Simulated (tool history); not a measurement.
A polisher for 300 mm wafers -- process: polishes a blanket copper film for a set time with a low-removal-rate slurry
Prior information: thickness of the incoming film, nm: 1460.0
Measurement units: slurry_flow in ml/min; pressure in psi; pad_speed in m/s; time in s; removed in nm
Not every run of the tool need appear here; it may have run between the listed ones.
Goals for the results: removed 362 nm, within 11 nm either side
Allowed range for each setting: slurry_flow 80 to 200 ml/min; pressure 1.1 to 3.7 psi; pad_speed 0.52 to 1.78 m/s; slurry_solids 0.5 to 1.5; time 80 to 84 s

run  hour  slurry_flow  pressure  pad_speed  slurry_solids  time  removed
  1     0          130       2.4       1.14              1    80   207.99
  2   1.5          145       2.4       1.14              1    80   209.13
  3   3.9          145       2.7       1.14              1    80   234.68
  4  11.2          145       2.2       1.14              1    80   190.41
  5  17.2          145       2.5       1.14              1    80    218.9
  6  18.8          170       2.5       1.14              1    80   223.84
  7  21.9          175       3.1       1.16              1    80   279.52
  8  24.5          175       3.2       1.18              1    80   291.89
  9  29.9          175       3.3        1.2              1    80   309.59
 10  33.7          175       3.4        1.2              1    80   319.14
 11  37.4          190       3.7        1.2              1    80   346.38

Consider the 4 candidate settings below. Which is the only one whose results all fall within their allowed miss of target?
  A  41.1          180       3.4       1.28              1    80        ?
  B  41.1          195       3.7       1.16              1    80        ?
  C  41.1          200       3.7       1.18           1.15    82        ?
  D  41.1          200       3.3        1.3              1    80        ?

move  removed
   A    337.5
   B   340.38
   C    363.4
   D   336.87
A: its largest miss is bigger than the last run's
B: its largest miss is bigger than the last run's
C: every result within its allowed miss
D: its largest miss is bigger than the last run's
Correct choice: C, which meets every target
